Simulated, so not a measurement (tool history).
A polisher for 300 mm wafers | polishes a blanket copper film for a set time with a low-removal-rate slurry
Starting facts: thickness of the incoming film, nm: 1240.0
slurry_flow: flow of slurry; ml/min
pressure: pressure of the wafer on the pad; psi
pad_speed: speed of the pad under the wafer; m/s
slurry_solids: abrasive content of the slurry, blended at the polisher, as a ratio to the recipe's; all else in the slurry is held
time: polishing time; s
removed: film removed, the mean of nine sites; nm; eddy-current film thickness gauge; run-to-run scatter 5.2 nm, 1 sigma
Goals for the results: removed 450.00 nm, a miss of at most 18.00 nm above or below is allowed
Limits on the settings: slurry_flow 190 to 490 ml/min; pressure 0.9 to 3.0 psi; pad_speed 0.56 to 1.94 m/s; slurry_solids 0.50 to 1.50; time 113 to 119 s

Run 1, hour 0.0: slurry_flow 315 ml/min, pressure 1.9 psi, pad_speed 1.24 m/s, slurry_solids 1.00, time 113 s. Result: removed 277.82 nm.
Run 2, hour 2.6: slurry_flow 315 ml/min, pressure 1.5 psi, pad_speed 1.24 m/s, slurry_solids 1.00, time 113 s. Result: removed 219.06 nm.
Run 3, hour 4.3: slurry_flow 315 ml/min, pressure 1.9 psi, pad_speed 1.26 m/s, slurry_solids 1.00, time 113 s. Result: removed 287.66 nm.
Run 4, hour 10.8: slurry_flow 315 ml/min, pressure 1.9 psi, pad_speed 1.26 m/s, slurry_solids 1.00, time 119 s. Result: removed 297.51 nm.
Run 5, hour 16.9: slurry_flow 315 ml/min, pressure 2.1 psi, pad_speed 1.26 m/s, slurry_solids 1.00, time 119 s. Result: removed 320.29 nm.
Run 6, hour 23.3: slurry_flow 315 ml/min, pressure 2.1 psi, pad_speed 1.42 m/s, slurry_solids 1.00, time 119 s. Result: removed 367.09 nm.
Run 7, hour 29.9: slurry_flow 315 ml/min, pressure 2.2 psi, pad_speed 1.42 m/s, slurry_solids 1.00, time 119 s. Result: removed 381.40 nm.
Run 8, hour 32.9: slurry_flow 315 ml/min, pressure 2.3 psi, pad_speed 1.42 m/s, slurry_solids 1.00, time 119 s. Result: removed 399.63 nm.

5 candidate next runs follow, results not yet known. Just one meets every target within its allowed miss. Identify it.
Run A, hour 35.9: slurry_flow 345 ml/min, pressure 2.4 psi, pad_speed 1.52 m/s, slurry_solids 0.80, time 113 s. Result: removed ?.
Run B, hour 35.9: slurry_flow 330 ml/min, pressure 2.6 psi, pad_speed 1.22 m/s, slurry_solids 1.05, time 113 s. Result: removed ?.
Run C, hour 35.9: slurry_flow 340 ml/min, pressure 2.4 psi, pad_speed 1.40 m/s, slurry_solids 0.95, time 119 s. Result: removed ?.
Run D, hour 35.9: slurry_flow 290 ml/min, pressure 2.6 psi, pad_speed 1.38 m/s, slurry_solids 1.10, time 119 s. Result: removed ?.
Run E, hour 35.9: slurry_flow 260 ml/min, pressure 2.3 psi, pad_speed 1.34 m/s, slurry_solids 1.15, time 119 s. Result: removed ?.

move  removed
   A   409.24
   B   379.38
   C   413.58
   D   449.69
   E   387.11
A: nearer the targets than the last run, but a result is still out of spec
B: lands further from the targets than the last run did
C: nearer the targets than the last run, but a result is still out of spec
D: meets every target
E: lands further from the targets than the last run did
The right move is D.

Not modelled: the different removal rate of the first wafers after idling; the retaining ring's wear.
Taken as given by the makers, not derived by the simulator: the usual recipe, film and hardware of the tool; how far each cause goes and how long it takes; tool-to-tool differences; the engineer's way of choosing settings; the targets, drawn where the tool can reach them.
